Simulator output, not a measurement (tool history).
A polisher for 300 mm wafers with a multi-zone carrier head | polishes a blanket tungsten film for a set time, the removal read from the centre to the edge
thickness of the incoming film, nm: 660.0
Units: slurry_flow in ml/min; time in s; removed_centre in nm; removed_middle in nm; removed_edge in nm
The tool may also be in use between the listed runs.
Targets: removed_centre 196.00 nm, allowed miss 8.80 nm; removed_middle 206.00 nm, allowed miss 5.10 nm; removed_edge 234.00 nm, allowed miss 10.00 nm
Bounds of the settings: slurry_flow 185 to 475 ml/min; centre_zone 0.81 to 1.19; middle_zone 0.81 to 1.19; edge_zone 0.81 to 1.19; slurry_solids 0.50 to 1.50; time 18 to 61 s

{"run": 1, "hour": 0.0, "slurry_flow": 305, "centre_zone": 1.0, "middle_zone": 1.0, "edge_zone": 1.0, "slurry_solids": 1.0, "time": 39, "removed_centre": 253.43, "removed_middle": 241.59, "removed_edge": 247.45}
{"run": 2, "hour": 1.5, "slurry_flow": 305, "centre_zone": 1.0, "middle_zone": 1.0, "edge_zone": 1.0, "slurry_solids": 1.1, "time": 39, "removed_centre": 254.02, "removed_middle": 246.04, "removed_edge": 253.21}
{"run": 3, "hour": 4.0, "slurry_flow": 305, "centre_zone": 1.0, "middle_zone": 1.0, "edge_zone": 1.0, "slurry_solids": 0.9, "time": 39, "removed_centre": 248.72, "removed_middle": 231.25, "removed_edge": 238.85}
{"run": 4, "hour": 11.7, "slurry_flow": 305, "centre_zone": 1.0, "middle_zone": 1.0, "edge_zone": 1.06, "slurry_solids": 0.9, "time": 39, "removed_centre": 240.27, "removed_middle": 231.7, "removed_edge": 245.16}
{"run": 5, "hour": 17.6, "slurry_flow": 330, "centre_zone": 1.0, "middle_zone": 1.0, "edge_zone": 1.06, "slurry_solids": 0.9, "time": 39, "removed_centre": 238.38, "removed_middle": 231.45, "removed_edge": 245.13}
{"run": 6, "hour": 23.0, "slurry_flow": 255, "centre_zone": 1.0, "middle_zone": 1.0, "edge_zone": 1.06, "slurry_solids": 0.9, "time": 39, "removed_centre": 235.25, "removed_middle": 229.79, "removed_edge": 242.24}
{"run": 7, "hour": 26.1, "slurry_flow": 250, "centre_zone": 0.96, "middle_zone": 0.98, "edge_zone": 1.07, "slurry_solids": 0.85, "time": 39, "removed_centre": 222.82, "removed_middle": 216.09, "removed_edge": 240.33}
{"run": 8, "hour": 32.5, "slurry_flow": 250, "centre_zone": 0.93, "middle_zone": 0.99, "edge_zone": 1.07, "slurry_solids": 0.8, "time": 39, "removed_centre": 212.04, "removed_middle": 216.97, "removed_edge": 236.27}
{"run": 9, "hour": 41.2, "slurry_flow": 250, "centre_zone": 0.91, "middle_zone": 0.98, "edge_zone": 1.07, "slurry_solids": 0.8, "time": 39, "removed_centre": 206.31, "removed_middle": 216.91, "removed_edge": 237.05}

Which of these 4 next moves meets every target?
{"run": "A", "hour": 49.9, "slurry_flow": 200, "centre_zone": 0.88, "middle_zone": 0.91, "edge_zone": 1.16, "slurry_solids": 0.55, "time": 45, "removed_centre": "?", "removed_middle": "?", "removed_edge": "?"}
{"run": "B", "hour": 49.9, "slurry_flow": 235, "centre_zone": 0.93, "middle_zone": 0.97, "edge_zone": 1.07, "slurry_solids": 0.8, "time": 41, "removed_centre": "?", "removed_middle": "?", "removed_edge": "?"}
{"run": "C", "hour": 49.9, "slurry_flow": 260, "centre_zone": 0.84, "middle_zone": 0.94, "edge_zone": 1.18, "slurry_solids": 0.85, "time": 39, "removed_centre": "?", "removed_middle": "?", "removed_edge": "?"}
{"run": "D", "hour": 49.9, "slurry_flow": 290, "centre_zone": 0.88, "middle_zone": 0.94, "edge_zone": 1.11, "slurry_solids": 0.8, "time": 38, "removed_centre": "?", "removed_middle": "?", "removed_edge": "?"}

move=A removed_centre=194.98 removed_middle=198.04 removed_edge=244.70
move=B removed_centre=221.88 removed_middle=221.73 removed_edge=250.08
move=C removed_centre=197.33 removed_middle=213.69 removed_edge=257.95
move=D removed_centre=200.32 removed_middle=206.66 removed_edge=241.00
A: takes the result that was furthest off past its target
B: further off than the last run
C: further off than the last run
D: meets every target
The right move is D.
